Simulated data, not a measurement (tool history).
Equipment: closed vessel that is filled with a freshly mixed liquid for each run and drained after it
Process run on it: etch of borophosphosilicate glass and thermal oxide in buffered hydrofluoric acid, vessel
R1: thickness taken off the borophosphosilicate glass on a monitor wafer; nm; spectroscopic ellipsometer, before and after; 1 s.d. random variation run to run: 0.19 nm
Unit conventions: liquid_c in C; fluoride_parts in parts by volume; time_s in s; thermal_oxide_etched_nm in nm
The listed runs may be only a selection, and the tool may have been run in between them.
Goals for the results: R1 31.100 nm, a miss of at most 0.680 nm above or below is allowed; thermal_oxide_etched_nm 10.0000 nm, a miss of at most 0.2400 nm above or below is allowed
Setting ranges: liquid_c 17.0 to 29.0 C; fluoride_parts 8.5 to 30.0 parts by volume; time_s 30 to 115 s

run 1 hour=0.0 | liquid_c=21.0 fluoride_parts=23.5 time_s=60 | R1=65.800 thermal_oxide_etched_nm=21.0530
run 2 hour=8.7 | liquid_c=20.5 fluoride_parts=24.5 time_s=55 | R1=56.500 thermal_oxide_etched_nm=18.2970
run 3 hour=11.5 | liquid_c=18.5 fluoride_parts=24.5 time_s=55 | R1=50.459 thermal_oxide_etched_nm=16.3860
run 4 hour=20.8 | liquid_c=18.5 fluoride_parts=27.5 time_s=55 | R1=46.806 thermal_oxide_etched_nm=14.9820
run 5 hour=24.1 | liquid_c=18.5 fluoride_parts=24.0 time_s=55 | R1=51.029 thermal_oxide_etched_nm=16.4900
run 6 hour=27.4 | liquid_c=20.0 fluoride_parts=24.0 time_s=55 | R1=56.484 thermal_oxide_etched_nm=17.9160
run 7 hour=33.4 | liquid_c=19.5 fluoride_parts=25.0 time_s=55 | R1=52.810 thermal_oxide_etched_nm=17.1950
run 8 hour=39.8 | liquid_c=19.0 fluoride_parts=25.5 time_s=55 | R1=50.242 thermal_oxide_etched_nm=16.4020
run 9 hour=48.5 | liquid_c=19.0 fluoride_parts=26.0 time_s=55 | R1=50.195 thermal_oxide_etched_nm=16.2760
run 10 hour=57.4 | liquid_c=19.0 fluoride_parts=26.0 time_s=55 | R1=49.953 thermal_oxide_etched_nm=15.9990
run 11 hour=59.7 | liquid_c=18.5 fluoride_parts=26.5 time_s=55 | R1=47.694 thermal_oxide_etched_nm=15.4900
run 12 hour=63.7 | liquid_c=18.5 fluoride_parts=27.0 time_s=55 | R1=47.248 thermal_oxide_etched_nm=15.2830
run 13 hour=73.0 | liquid_c=18.5 fluoride_parts=27.5 time_s=55 | R1=47.085 thermal_oxide_etched_nm=15.0620
run 14 hour=79.1 | liquid_c=18.5 fluoride_parts=28.0 time_s=55 | R1=45.745 thermal_oxide_etched_nm=14.7790
run 15 hour=88.1 | liquid_c=18.5 fluoride_parts=28.5 time_s=55 | R1=45.658 thermal_oxide_etched_nm=14.7880
run 16 hour=89.7 | liquid_c=17.0 fluoride_parts=30.0 time_s=35 | R1=25.592 thermal_oxide_etched_nm=8.2347
-- hour=96.8 thermometer replaced
run 17 hour=96.8 | liquid_c=17.5 fluoride_parts=30.0 time_s=35 | R1=30.355 thermal_oxide_etched_nm=9.7836

4 next moves are on the table. One of them brings every result within its allowed miss. Which?
run A hour=103.9 | liquid_c=18.5 fluoride_parts=23.5 time_s=30 | R1=? thermal_oxide_etched_nm=?
run B hour=103.9 | liquid_c=17.5 fluoride_parts=23.0 time_s=30 | R1=? thermal_oxide_etched_nm=?
run C hour=103.9 | liquid_c=17.5 fluoride_parts=26.5 time_s=35 | R1=? thermal_oxide_etched_nm=?
run D hour=103.9 | liquid_c=17.0 fluoride_parts=26.0 time_s=35 | R1=? thermal_oxide_etched_nm=?

move=A R1=32.251 thermal_oxide_etched_nm=10.4520
move=B R1=30.945 thermal_oxide_etched_nm=10.0210
move=C R1=32.716 thermal_oxide_etched_nm=10.5990
move=D R1=32.227 thermal_oxide_etched_nm=10.4370
A: takes the result that was furthest off past its target
B: in spec on every target
C: takes the result that was furthest off past its target
D: takes the result that was furthest off past its target
The right move is B.

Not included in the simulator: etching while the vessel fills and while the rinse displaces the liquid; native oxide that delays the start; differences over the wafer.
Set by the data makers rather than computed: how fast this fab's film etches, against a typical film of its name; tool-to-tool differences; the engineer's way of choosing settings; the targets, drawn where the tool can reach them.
